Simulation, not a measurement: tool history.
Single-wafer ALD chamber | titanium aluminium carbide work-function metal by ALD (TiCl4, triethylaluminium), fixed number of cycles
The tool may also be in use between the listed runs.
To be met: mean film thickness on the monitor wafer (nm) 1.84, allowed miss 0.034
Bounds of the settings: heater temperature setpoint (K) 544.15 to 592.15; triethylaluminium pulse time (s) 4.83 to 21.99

run  hour  heater temperature setpoint (K)  triethylaluminium pulse time (s)  mean film thickness on the monitor wafer (nm)
  1     0                           568.15                             13.41                                         2.0025
  2   2.3                           568.15                                15                                         2.0412
  3   3.3                           562.15                             14.11                                         1.9626
  4   4.9                           558.15                              13.6                                         1.9347
  5   8.1                           555.15                             13.04                                         1.9193
  6   8.6                           560.15                             13.04                                          1.928
     13.3  -- thermocouple changed; heater temperature recalibrated
  7  13.3                           557.15                             12.55                                         1.8786
  8  20.3                           556.15                             12.41                                         1.8807

Which of these 5 next moves meets every target?
  A  27.3                           557.15                             17.98                                              ?
  B  27.3                           558.15                             17.01                                              ?
  C  27.3                           555.15                             11.17                                              ?
  D  27.3                           563.15                             11.76                                              ?
  E  27.3                           563.15                             13.21                                              ?

move  mean film thickness on the monitor wafer (nm)
   A                                         1.9007
   B                                         1.9072
   C                                         1.8302
   D                                         1.9049
   E                                         1.9275
A: further off than the last run
B: further off than the last run
C: meets every target
D: further off than the last run
E: further off than the last run
The right move is C.
